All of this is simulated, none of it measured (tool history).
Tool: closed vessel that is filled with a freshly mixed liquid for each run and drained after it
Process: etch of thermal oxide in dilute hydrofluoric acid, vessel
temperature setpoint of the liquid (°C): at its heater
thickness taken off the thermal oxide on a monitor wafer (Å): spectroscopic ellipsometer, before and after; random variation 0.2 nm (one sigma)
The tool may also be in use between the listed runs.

run  hour  temperature setpoint of the liquid (°C)  parts of water to one part of 49 % hydrofluoric acid (parts by volume)  time in the liquid (s)  thickness taken off the thermal oxide on a monitor wafer (Å)
  1   0.0                                     22.0                                                                     150                     695                                                        196.82
  2   7.0                                     22.0                                                                     180                     695                                                        157.33
  3   7.6                                     20.5                                                                     180                     695                                                        148.41
  4  16.3                                     22.0                                                                     165                     695                                                        173.98
  5  24.9                                     24.5                                                                     165                     695                                                        193.02
  6  30.2                                     25.5                                                                     155                     695                                                        216.02

Run 7 comes next. What will it give?
  7  35.8                                     26.5                                                                     145                     695                                                             ?

Run 7 gave thickness taken off the thermal oxide on a monitor wafer (Å) 240.40.
